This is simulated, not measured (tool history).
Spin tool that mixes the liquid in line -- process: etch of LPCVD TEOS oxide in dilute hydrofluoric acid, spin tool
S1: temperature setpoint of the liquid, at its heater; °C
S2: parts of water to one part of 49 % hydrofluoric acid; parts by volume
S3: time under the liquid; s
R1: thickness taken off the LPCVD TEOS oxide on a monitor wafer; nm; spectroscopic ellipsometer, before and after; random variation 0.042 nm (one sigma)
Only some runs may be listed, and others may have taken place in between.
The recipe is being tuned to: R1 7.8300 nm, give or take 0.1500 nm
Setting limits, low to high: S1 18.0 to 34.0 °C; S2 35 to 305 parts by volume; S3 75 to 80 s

run  hour    S1   S2  S3       R1
  1   0.0  26.0  170  75   6.9442
  2   7.8  26.0  140  75   8.6303
  3   8.8  29.5  140  75   9.8567
  4  15.5  28.0  140  75   9.3553
  5  16.5  28.0  115  75  11.8410
  6  25.2  28.0   70  75  20.4870
  7  28.7  26.0   85  75  15.1220
  8  35.1  24.0   95  75  12.5790
  9  42.7  22.5  100  75  11.1130
 10  45.2  21.5  105  75  10.1050
 11  48.3  18.0  120  75   7.5402

5 next moves are on the table. One of them brings every result within its allowed miss. Which?
  A  51.4  19.5  130  75   ?
  B  51.4  18.5  125  80   ?
  C  51.4  20.0  130  75   ?
  D  51.4  18.5  135  80   ?
  E  51.4  18.0  125  75   ?

move      R1
   A  7.3815
   B  7.9029
   C  7.5321
   D  7.2424
   E  7.2583
A: further off than the last run
B: every result within its allowed miss
C: just as far off the targets as the last run
D: further off than the last run
E: further off than the last run
Answer: B

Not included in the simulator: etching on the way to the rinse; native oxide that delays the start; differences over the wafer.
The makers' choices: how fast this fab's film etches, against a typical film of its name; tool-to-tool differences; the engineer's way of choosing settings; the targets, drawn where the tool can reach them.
